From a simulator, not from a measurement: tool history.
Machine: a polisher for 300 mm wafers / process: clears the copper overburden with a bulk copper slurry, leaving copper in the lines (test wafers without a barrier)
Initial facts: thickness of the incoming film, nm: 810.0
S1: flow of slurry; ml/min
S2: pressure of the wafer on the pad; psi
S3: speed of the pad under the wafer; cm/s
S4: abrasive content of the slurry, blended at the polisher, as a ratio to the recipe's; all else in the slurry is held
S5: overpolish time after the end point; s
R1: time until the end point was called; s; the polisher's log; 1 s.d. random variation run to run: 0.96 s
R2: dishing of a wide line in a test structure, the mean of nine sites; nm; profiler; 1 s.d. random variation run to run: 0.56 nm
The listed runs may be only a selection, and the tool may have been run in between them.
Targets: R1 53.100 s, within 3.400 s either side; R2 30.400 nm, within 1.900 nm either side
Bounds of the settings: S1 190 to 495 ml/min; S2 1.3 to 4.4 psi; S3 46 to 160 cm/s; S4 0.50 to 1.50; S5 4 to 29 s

run	hour	S1	S2	S3	S4	S5	R1	R2
1	0.0	320	2.8	102	1.00	15	65.391	45.345
2	7.6	345	2.3	120	1.15	12	64.485	43.980
3	10.1	300	2.2	132	0.95	10	66.828	40.929
4	13.2	265	2.3	140	0.80	8	63.386	39.333
5	14.7	265	2.3	160	0.80	8	56.004	40.362
6	22.7	265	2.3	160	0.80	14	56.244	46.549
7	30.9	240	2.4	160	0.70	11	56.652	44.243
# hour 33.6: head pressure recalibrated
8	33.6	315	2.1	160	0.95	9	61.793	40.100
9	41.3	370	2.2	160	1.05	7	56.786	36.964
10	47.4	460	2.0	160	1.30	4	57.252	28.925

Exercise: of the 4 proposed moves below, exactly one satisfies all targets within the stated allowed misses. Which move is it?
A	53.5	495	2.1	160	1.50	4	?	?
B	53.5	495	1.6	160	1.50	4	?	?
C	53.5	475	1.8	158	1.30	4	?	?
D	53.5	495	1.6	160	1.45	4	?	?

move	R1	R2
A	55.196	29.393
B	65.515	26.197
C	63.566	26.833
D	65.974	26.084
A: every result lands within tolerance
B: its largest miss is bigger than the last run's
C: its largest miss is bigger than the last run's
D: its largest miss is bigger than the last run's
A meets every target.
